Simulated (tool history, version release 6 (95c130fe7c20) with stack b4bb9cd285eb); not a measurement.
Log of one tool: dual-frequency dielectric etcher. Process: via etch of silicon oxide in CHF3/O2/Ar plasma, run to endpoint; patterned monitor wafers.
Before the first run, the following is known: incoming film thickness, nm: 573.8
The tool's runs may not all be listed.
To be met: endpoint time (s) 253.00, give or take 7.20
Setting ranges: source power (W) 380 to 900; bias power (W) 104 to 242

Run 1, day 0.000: source power (W) 640, bias power (W) 173. Result: endpoint time (s) 292.47.
Run 2, day 0.333: source power (W) 710, bias power (W) 173. Result: endpoint time (s) 279.91.
Run 3, day 0.417: source power (W) 660, bias power (W) 173. Result: endpoint time (s) 288.32.
Run 4, day 0.667: source power (W) 770, bias power (W) 173. Result: endpoint time (s) 265.69.
Run 5, day 1.000: source power (W) 770, bias power (W) 155. Result: endpoint time (s) 284.02.
Run 6, day 1.038: source power (W) 770, bias power (W) 136. Result: endpoint time (s) 294.29.
Run 7, day 1.362: source power (W) 790, bias power (W) 141. Result: endpoint time (s) 284.88.
Run 8, day 1.583: source power (W) 810, bias power (W) 145. Result: endpoint time (s) 279.56.
Run 9, day 1.933: source power (W) 830, bias power (W) 148. Result: endpoint time (s) 278.61.
Run 10, day 2.108: source power (W) 840, bias power (W) 153. Result: endpoint time (s) 273.32.

4 candidate next runs follow, results not yet known. Just one meets every target within its allowed miss. Identify it.
Run A, day 2.283: source power (W) 860, bias power (W) 140. Result: endpoint time (s) ?.
Run B, day 2.283: source power (W) 860, bias power (W) 182. Result: endpoint time (s) ?.
Run C, day 2.283: source power (W) 880, bias power (W) 135. Result: endpoint time (s) ?.
Run D, day 2.283: source power (W) 840, bias power (W) 143. Result: endpoint time (s) ?.

move  endpoint time (s)
   A             277.39
   B             255.45
   C             277.66
   D             278.46
A: misses by more than the last run did
B: in spec on every target
C: misses by more than the last run did
D: misses by more than the last run did
The right move is B.
